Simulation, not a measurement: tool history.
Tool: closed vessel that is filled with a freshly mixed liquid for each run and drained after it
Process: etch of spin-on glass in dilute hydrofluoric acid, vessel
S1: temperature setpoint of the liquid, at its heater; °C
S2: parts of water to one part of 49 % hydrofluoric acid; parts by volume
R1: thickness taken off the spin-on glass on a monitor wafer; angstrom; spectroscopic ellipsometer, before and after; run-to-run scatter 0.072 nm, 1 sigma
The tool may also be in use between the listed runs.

Run 1, hour 0.0: S1 23.0 °C, S2 170 parts by volume, time in the liquid (s) 30. Result: R1 46.316 angstrom.
Run 2, hour 3.0: S1 25.0 °C, S2 155 parts by volume, time in the liquid (s) 30. Result: R1 54.809 angstrom.
Run 3, hour 7.1: S1 25.0 °C, S2 135 parts by volume, time in the liquid (s) 30. Result: R1 64.169 angstrom.
Run 4, hour 15.8: S1 23.5 °C, S2 135 parts by volume, time in the liquid (s) 30. Result: R1 61.249 angstrom.
Run 5, hour 18.8: S1 23.5 °C, S2 190 parts by volume, time in the liquid (s) 30. Result: R1 40.372 angstrom.
Run 6, hour 19.4: S1 24.5 °C, S2 190 parts by volume, time in the liquid (s) 30. Result: R1 41.888 angstrom.
Run 7, hour 27.6: S1 26.0 °C, S2 170 parts by volume, time in the liquid (s) 30. Result: R1 51.289 angstrom.
Run 8, hour 35.4: S1 27.5 °C, S2 155 parts by volume, time in the liquid (s) 30. Result: R1 59.514 angstrom.

Run 9 has not been measured yet. What should we expect?
Run 9, hour 42.6: S1 31.0 °C, S2 115 parts by volume, time in the liquid (s) 30. Result: R1 ?.

{"run 9": {"R1": 95.824}}
